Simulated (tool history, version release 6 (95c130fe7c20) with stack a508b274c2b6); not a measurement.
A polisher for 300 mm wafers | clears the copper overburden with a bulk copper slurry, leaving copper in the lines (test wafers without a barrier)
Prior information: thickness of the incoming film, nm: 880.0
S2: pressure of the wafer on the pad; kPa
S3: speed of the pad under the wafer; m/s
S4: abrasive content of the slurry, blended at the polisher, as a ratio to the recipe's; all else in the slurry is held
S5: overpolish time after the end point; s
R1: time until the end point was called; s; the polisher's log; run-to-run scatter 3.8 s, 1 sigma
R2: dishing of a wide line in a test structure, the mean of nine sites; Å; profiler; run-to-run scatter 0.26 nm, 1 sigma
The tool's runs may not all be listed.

run 1 hour=0 | flow_of_slurry_(ml/min)=130 S2=16.5 S3=0.98 S4=1 S5=14 | R1=91.385 R2=671.26
run 2 hour=1.6 | flow_of_slurry_(ml/min)=130 S2=15.2 S3=0.88 S4=1 S5=12 | R1=111.37 R2=543.82
run 3 hour=8.9 | flow_of_slurry_(ml/min)=130 S2=13.8 S3=0.86 S4=0.95 S5=10 | R1=124.12 R2=437.22
run 4 hour=14.3 | flow_of_slurry_(ml/min)=130 S2=17.9 S3=0.86 S4=0.95 S5=10 | R1=102.19 R2=535.73
run 5 hour=16.1 | flow_of_slurry_(ml/min)=115 S2=17.9 S3=0.86 S4=0.95 S5=10 | R1=100.91 R2=520.68
run 6 hour=16.8 | flow_of_slurry_(ml/min)=110 S2=15.9 S3=0.82 S4=0.9 S5=9 | R1=124.42 R2=421.8
run 7 hour=19.9 | flow_of_slurry_(ml/min)=125 S2=11.7 S3=0.8 S4=0.85 S5=5 | R1=163.45 R2=205.3
run 8 hour=24.9 | flow_of_slurry_(ml/min)=120 S2=11.7 S3=0.74 S4=0.95 S5=5 | R1=170.21 R2=190.3
run 9 hour=33.8 | flow_of_slurry_(ml/min)=115 S2=11.7 S3=0.72 S4=0.85 S5=6 | R1=176.07 R2=217.39

Run 10 is up next; what results do you expect?
run 10 hour=35 | flow_of_slurry_(ml/min)=110 S2=11.7 S3=0.7 S4=0.8 S5=6 | R1=? R2=?

Run 10 came out at R1 180.46 s, R2 207.47 Å.
